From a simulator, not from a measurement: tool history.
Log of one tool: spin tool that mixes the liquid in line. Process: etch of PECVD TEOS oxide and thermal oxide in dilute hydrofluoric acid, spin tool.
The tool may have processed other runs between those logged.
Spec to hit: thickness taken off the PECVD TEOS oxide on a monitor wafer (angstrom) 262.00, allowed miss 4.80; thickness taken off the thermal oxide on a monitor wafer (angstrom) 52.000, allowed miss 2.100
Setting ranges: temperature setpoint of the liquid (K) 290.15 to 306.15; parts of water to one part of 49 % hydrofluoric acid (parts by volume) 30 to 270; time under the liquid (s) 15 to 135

run,day,temperature setpoint of the liquid (K),parts of water to one part of 49 % hydrofluoric acid (parts by volume),time under the liquid (s),thickness taken off the PECVD TEOS oxide on a monitor wafer (angstrom),thickness taken off the thermal oxide on a monitor wafer (angstrom)
1,0.000,298.15,150,70,124.41,24.873
2,0.304,298.15,110,70,177.46,34.727
3,0.492,299.65,110,70,188.68,37.823
4,0.533,300.65,105,70,207.15,41.603
5,0.796,300.65,145,70,142.05,28.066
6,1.046,301.65,135,70,162.37,31.474
7,1.338,305.15,85,70,309.17,62.930
8,1.412,301.65,85,70,271.87,54.143
9,1.558,301.15,85,70,267.15,53.909

Exactly one of the 4 candidate moves below puts every result within its allowed miss. Which one?
A,1.704,302.15,90,70,?,?
B,1.704,306.15,95,70,?,?
C,1.704,299.15,35,30,?,?
D,1.704,301.15,50,40,?,?

move,thickness taken off the PECVD TEOS oxide on a monitor wafer (angstrom),thickness taken off the thermal oxide on a monitor wafer (angstrom)
A,260.75,51.325
B,284.80,56.057
C,275.84,54.294
D,273.17,53.770
A: all results land within tolerance of their targets
B: misses by more than the last run did
C: misses by more than the last run did
D: misses by more than the last run did
Correct choice: A, which meets every target

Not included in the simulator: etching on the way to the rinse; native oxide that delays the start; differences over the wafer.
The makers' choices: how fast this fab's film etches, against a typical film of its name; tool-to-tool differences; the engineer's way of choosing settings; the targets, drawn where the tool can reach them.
